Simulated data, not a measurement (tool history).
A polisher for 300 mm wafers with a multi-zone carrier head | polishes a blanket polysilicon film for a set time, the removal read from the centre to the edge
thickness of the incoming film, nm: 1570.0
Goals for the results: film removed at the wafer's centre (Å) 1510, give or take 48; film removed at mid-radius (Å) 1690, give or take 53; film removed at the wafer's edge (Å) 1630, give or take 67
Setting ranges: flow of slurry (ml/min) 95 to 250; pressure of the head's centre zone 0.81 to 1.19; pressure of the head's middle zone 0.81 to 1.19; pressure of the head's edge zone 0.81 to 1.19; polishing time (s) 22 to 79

run	hour	flow of slurry (ml/min)	pressure of the head's centre zone	pressure of the head's middle zone	pressure of the head's edge zone	polishing time (s)	film removed at the wafer's centre (Å)	film removed at mid-radius (Å)	film removed at the wafer's edge (Å)
1	0	160	1	1	1	50	3299.3	3094.9	3163.2
2	8.5	150	0.96	1	0.97	44	2686.3	2729.2	2765.5
3	14.4	145	0.95	1	0.94	39	2385.2	2397.5	2372.2
4	18.1	145	0.95	0.93	0.94	39	2382.6	2298.5	2400.9
5	24.1	140	0.93	0.93	0.92	36	2107.9	2108.9	2170.9
6	32.9	135	0.91	0.93	0.9	34	1935.5	1941.8	2022.5
7	41.1	130	0.9	0.95	0.88	33	1841.9	1948.7	1910.6
8	45.6	125	0.89	0.94	0.87	32	1752.1	1826.3	1887.6
9	53.9	125	0.88	0.95	0.86	31	1677.9	1795.2	1766.3
10	55.2	120	0.87	0.95	0.85	31	1637.8	1769.5	1764.7
11	61.9	120	0.87	0.95	0.84	31	1639.8	1768.9	1741.4
12	63.7	105	0.84	0.96	0.81	29	1437.9	1625.6	1551.5

Of the 5 settings listed for the next run, only one would bring every result within its allowed miss of target. Which one?
A	65.5	95	0.86	0.98	0.81	30	?	?	?
B	65.5	110	0.97	1.05	0.81	26	?	?	?
C	65.5	115	0.81	1	0.81	30	?	?	?
D	65.5	120	0.81	0.95	0.81	27	?	?	?
E	65.5	105	0.84	0.9	0.83	29	?	?	?

move	film removed at the wafer's centre (Å)	film removed at mid-radius (Å)	film removed at the wafer's edge (Å)
A	1480.7	1702.6	1616.2
B	1505	1615.1	1430.9
C	1462.7	1806.2	1662.8
D	1329	1570.4	1506.5
E	1433.8	1567.9	1605.3
A: meets every target
B: the worst result of the last run now meets its target, but another is out of spec
C: the worst result of the last run now meets its target, but another is out of spec
D: its largest miss is bigger than the last run's
E: its largest miss is bigger than the last run's
A is the move that brings every result within its allowed miss.
